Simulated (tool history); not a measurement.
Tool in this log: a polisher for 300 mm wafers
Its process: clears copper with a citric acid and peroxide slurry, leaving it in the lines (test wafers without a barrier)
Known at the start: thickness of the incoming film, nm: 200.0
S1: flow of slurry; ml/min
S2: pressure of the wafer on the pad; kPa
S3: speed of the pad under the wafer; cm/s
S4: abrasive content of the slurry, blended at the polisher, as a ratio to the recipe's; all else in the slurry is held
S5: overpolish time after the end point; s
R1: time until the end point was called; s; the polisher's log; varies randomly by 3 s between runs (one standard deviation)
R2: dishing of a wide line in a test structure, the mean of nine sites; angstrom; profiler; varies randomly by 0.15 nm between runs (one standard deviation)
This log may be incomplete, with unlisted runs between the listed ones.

run,day,S1,S2,S3,S4,S5,R1,R2
1,0.000,230,13.8,130,1.00,20,114.09,185.150
2,0.042,275,13.8,130,1.00,20,109.47,189.600
3,0.112,275,12.4,130,1.00,20,124.65,176.440
4,0.379,260,11.0,134,1.00,17,135.75,150.380
5,0.517,240,11.0,134,1.00,17,133.67,151.310
6,0.867,240,11.0,134,0.90,17,141.00,145.370
7,0.908,225,10.3,138,0.80,15,143.11,130.280
8,1.238,220,9.7,140,0.75,13,154.62,112.370
9,1.396,220,9.7,140,0.75,12,158.12,108.880
10,1.517,220,9.7,140,0.75,11,154.73,100.570

Run 11 has not been measured yet. What should we expect?
11,1.892,220,9.7,140,0.75,10,?,?

Run 11 measured R1 152.39 s, R2 91.869 angstrom.

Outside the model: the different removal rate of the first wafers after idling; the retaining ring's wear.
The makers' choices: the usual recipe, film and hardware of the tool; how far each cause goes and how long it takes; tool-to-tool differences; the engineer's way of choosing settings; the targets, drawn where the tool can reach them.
